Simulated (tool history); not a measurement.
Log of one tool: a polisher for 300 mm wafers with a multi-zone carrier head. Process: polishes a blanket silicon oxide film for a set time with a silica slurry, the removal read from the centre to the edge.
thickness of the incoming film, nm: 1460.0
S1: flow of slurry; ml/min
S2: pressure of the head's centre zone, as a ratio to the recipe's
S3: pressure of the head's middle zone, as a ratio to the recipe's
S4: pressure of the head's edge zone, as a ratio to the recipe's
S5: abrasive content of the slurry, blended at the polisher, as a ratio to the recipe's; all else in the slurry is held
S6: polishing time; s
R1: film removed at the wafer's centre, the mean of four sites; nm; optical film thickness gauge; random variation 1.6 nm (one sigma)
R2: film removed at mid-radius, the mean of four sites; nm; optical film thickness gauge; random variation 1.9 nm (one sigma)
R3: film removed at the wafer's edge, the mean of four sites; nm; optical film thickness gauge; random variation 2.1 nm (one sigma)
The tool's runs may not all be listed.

{"run": 1, "hour": 0.0, "S1": 135, "S2": 1.0, "S3": 1.0, "S4": 1.0, "S5": 1.0, "S6": 60, "R1": 205.35, "R2": 226.27, "R3": 230.44}
{"run": 2, "hour": 6.3, "S1": 150, "S2": 1.0, "S3": 1.03, "S4": 1.05, "S5": 1.0, "S6": 60, "R1": 212.86, "R2": 234.3, "R3": 237.35}
{"run": 3, "hour": 8.0, "S1": 160, "S2": 0.98, "S3": 1.06, "S4": 1.08, "S5": 1.05, "S6": 60, "R1": 217.5, "R2": 248.39, "R3": 249.76}
{"run": 4, "hour": 15.2, "S1": 160, "S2": 0.98, "S3": 1.0, "S4": 1.08, "S5": 1.05, "S6": 60, "R1": 218.58, "R2": 238.42, "R3": 251.21}
{"run": 5, "hour": 16.1, "S1": 170, "S2": 0.97, "S3": 1.04, "S4": 1.1, "S5": 1.05, "S6": 60, "R1": 218.09, "R2": 251.23, "R3": 254.05}
{"run": 6, "hour": 23.1, "S1": 180, "S2": 0.96, "S3": 1.06, "S4": 1.12, "S5": 1.05, "S6": 60, "R1": 218.02, "R2": 255.54, "R3": 256.32}

Run 7 comes next. What will it give?
{"run": 7, "hour": 31.9, "S1": 185, "S2": 0.96, "S3": 1.08, "S4": 1.14, "S5": 1.1, "S6": 60, "R1": "?", "R2": "?", "R3": "?"}

{"run 7": {"R1": 220.98, "R2": 265.68, "R3": 268.75}}

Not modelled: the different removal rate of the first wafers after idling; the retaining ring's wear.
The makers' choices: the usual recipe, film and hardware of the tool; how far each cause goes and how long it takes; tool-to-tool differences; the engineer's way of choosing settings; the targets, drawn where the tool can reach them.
